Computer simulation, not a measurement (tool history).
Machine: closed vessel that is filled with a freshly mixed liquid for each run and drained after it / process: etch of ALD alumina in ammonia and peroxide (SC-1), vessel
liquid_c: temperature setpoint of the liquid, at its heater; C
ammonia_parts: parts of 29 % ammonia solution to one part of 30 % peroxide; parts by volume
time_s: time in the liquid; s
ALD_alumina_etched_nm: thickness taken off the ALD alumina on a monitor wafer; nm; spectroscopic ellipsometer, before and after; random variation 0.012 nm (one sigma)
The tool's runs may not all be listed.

run  hour  liquid_c  ammonia_parts  time_s  ALD_alumina_etched_nm
  1   0.0      60.0           0.60      30                 2.2747
  2   4.6      60.0           0.45      30                 2.2526
  3  11.2      60.0           0.45      30                 2.2355
  4  15.5      60.0           0.45      30                 2.2386
  5  16.6      65.0           0.45      30                 2.8799
  6  20.1      58.5           0.45      30                 2.0810
  7  22.7      58.5           0.45      30                 2.0657
  8  24.3      57.0           0.45      30                 1.9029

For run 9, what comes out?
  9  28.5      57.0           0.45      30                      ?

{"run 9": {"ALD_alumina_etched_nm": 1.9117}}
